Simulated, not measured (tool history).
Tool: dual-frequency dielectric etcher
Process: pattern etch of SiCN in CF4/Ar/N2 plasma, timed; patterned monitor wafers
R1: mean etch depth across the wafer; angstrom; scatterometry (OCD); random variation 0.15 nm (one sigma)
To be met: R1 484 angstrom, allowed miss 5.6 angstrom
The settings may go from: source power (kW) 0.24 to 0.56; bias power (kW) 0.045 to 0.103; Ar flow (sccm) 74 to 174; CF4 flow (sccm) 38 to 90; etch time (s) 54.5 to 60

{"run": 1, "hour": 0.0, "source power (kW)": 0.4, "bias power (kW)": 0.074, "Ar flow (sccm)": 124, "CF4 flow (sccm)": 64, "etch time (s)": 60, "R1": 459.9}
{"run": 2, "hour": 0.8, "source power (kW)": 0.41, "bias power (kW)": 0.074, "Ar flow (sccm)": 124, "CF4 flow (sccm)": 64, "etch time (s)": 60, "R1": 469.14}
{"run": 3, "hour": 6.1, "source power (kW)": 0.47, "bias power (kW)": 0.074, "Ar flow (sccm)": 124, "CF4 flow (sccm)": 64, "etch time (s)": 60, "R1": 517.37}
{"run": 4, "hour": 12.3, "source power (kW)": 0.47, "bias power (kW)": 0.074, "Ar flow (sccm)": 112, "CF4 flow (sccm)": 64, "etch time (s)": 60, "R1": 521.19}
{"run": 5, "hour": 14.3, "source power (kW)": 0.46, "bias power (kW)": 0.074, "Ar flow (sccm)": 112, "CF4 flow (sccm)": 64, "etch time (s)": 60, "R1": 516.33}
{"run": 6, "hour": 21.0, "source power (kW)": 0.45, "bias power (kW)": 0.074, "Ar flow (sccm)": 112, "CF4 flow (sccm)": 64, "etch time (s)": 60, "R1": 508.86}
{"run": 7, "hour": 26.4, "source power (kW)": 0.44, "bias power (kW)": 0.074, "Ar flow (sccm)": 112, "CF4 flow (sccm)": 64, "etch time (s)": 60, "R1": 500.23}
{"run": 8, "hour": 34.8, "source power (kW)": 0.43, "bias power (kW)": 0.074, "Ar flow (sccm)": 112, "CF4 flow (sccm)": 64, "etch time (s)": 60, "R1": 490.3}

5 next moves are on the table. One of them brings every result within its allowed miss. Which?
{"run": "A", "hour": 43.2, "source power (kW)": 0.46, "bias power (kW)": 0.074, "Ar flow (sccm)": 109, "CF4 flow (sccm)": 64, "etch time (s)": 56, "R1": "?"}
{"run": "B", "hour": 43.2, "source power (kW)": 0.45, "bias power (kW)": 0.078, "Ar flow (sccm)": 125, "CF4 flow (sccm)": 53, "etch time (s)": 60, "R1": "?"}
{"run": "C", "hour": 43.2, "source power (kW)": 0.47, "bias power (kW)": 0.073, "Ar flow (sccm)": 116, "CF4 flow (sccm)": 66, "etch time (s)": 58, "R1": "?"}
{"run": "D", "hour": 43.2, "source power (kW)": 0.41, "bias power (kW)": 0.072, "Ar flow (sccm)": 109, "CF4 flow (sccm)": 63, "etch time (s)": 59.5, "R1": "?"}
{"run": "E", "hour": 43.2, "source power (kW)": 0.49, "bias power (kW)": 0.064, "Ar flow (sccm)": 108, "CF4 flow (sccm)": 74, "etch time (s)": 57.5, "R1": "?"}

move=A R1=484.95
move=B R1=502.15
move=C R1=505.59
move=D R1=469.73
move=E R1=504.76
A: meets every target
B: further off than the last run
C: further off than the last run
D: takes the result that was furthest off past its target
E: further off than the last run
Answer: A

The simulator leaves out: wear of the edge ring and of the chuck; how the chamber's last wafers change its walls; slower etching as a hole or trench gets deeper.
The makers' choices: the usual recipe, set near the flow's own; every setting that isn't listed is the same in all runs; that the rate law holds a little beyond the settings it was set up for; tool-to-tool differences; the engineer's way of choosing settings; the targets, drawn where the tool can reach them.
